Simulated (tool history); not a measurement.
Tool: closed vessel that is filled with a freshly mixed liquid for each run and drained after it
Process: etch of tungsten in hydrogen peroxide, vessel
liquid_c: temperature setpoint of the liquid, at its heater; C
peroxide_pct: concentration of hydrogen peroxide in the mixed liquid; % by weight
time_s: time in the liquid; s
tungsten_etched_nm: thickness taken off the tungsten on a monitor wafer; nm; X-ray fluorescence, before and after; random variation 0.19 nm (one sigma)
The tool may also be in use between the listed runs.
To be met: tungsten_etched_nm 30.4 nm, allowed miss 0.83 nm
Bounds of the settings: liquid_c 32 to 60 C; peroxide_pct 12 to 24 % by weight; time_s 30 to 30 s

run  hour  liquid_c  peroxide_pct  time_s  tungsten_etched_nm
  1     0        44            16      30              43.182
  2   9.1      50.5            16      30              65.041
  3  11.1      44.5            16      30              45.027
  4  16.3      44.5          13.5      30              40.621
  5  19.4      44.5          13.5      30              41.045
  6  26.4      44.5            15      30              43.441
  7  32.9        38            15      30              27.963
  8  38.3      38.5            15      30              29.443

5 next moves are on the table. One of them brings every result within its allowed miss. Which?
  A  43.7      37.5            15      30                   ?
  B  43.7        38            20      30                   ?
  C  43.7        41            13      30                   ?
  D  43.7        38            19      30                   ?
  E  43.7      38.5          16.5      30                   ?

move  tungsten_etched_nm
   A              27.547
   B              32.887
   C              32.317
   D              32.054
   E              30.881
A: further off than the last run
B: takes the result that was furthest off past its target
C: takes the result that was furthest off past its target
D: takes the result that was furthest off past its target
E: meets every target
The right move is E.

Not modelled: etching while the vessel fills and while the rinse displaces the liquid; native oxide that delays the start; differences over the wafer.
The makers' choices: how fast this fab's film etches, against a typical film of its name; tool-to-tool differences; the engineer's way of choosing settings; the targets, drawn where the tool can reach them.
